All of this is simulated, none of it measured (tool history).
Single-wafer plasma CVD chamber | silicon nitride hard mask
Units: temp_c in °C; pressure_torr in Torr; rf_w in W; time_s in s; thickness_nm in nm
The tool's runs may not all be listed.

{"run": 1, "day": 0.0, "temp_c": 395, "pressure_torr": 1.39, "rf_w": 345, "time_s": 47.9, "thickness_nm": 49.187}
{"run": 2, "day": 0.188, "temp_c": 395, "pressure_torr": 1.39, "rf_w": 295, "time_s": 47.9, "thickness_nm": 44.482}
{"run": 3, "day": 0.467, "temp_c": 395, "pressure_torr": 1.15, "rf_w": 295, "time_s": 47.9, "thickness_nm": 41.148}
{"run": 4, "day": 0.608, "temp_c": 390, "pressure_torr": 1.15, "rf_w": 295, "time_s": 47.9, "thickness_nm": 41.17}
{"run": 5, "day": 0.729, "temp_c": 390, "pressure_torr": 1.15, "rf_w": 270, "time_s": 47.9, "thickness_nm": 39.534}
{"run": 6, "day": 0.754, "temp_c": 390, "pressure_torr": 1.15, "rf_w": 270, "time_s": 47.9, "thickness_nm": 39.192}
{"run": 7, "day": 1.079, "temp_c": 388, "pressure_torr": 1.43, "rf_w": 325, "time_s": 47.9, "thickness_nm": 47.614}
{"run": 8, "day": 1.204, "temp_c": 388, "pressure_torr": 1.43, "rf_w": 325, "time_s": 47.9, "thickness_nm": 47.631}
{"run": 9, "day": 1.471, "temp_c": 388, "pressure_torr": 1.53, "rf_w": 330, "time_s": 47.9, "thickness_nm": 49.814}

Run 10 comes next. What will it give?
{"run": 10, "day": 1.679, "temp_c": 388, "pressure_torr": 1.61, "rf_w": 335, "time_s": 47.9, "thickness_nm": "?"}

thickness_nm: 51.043 nm

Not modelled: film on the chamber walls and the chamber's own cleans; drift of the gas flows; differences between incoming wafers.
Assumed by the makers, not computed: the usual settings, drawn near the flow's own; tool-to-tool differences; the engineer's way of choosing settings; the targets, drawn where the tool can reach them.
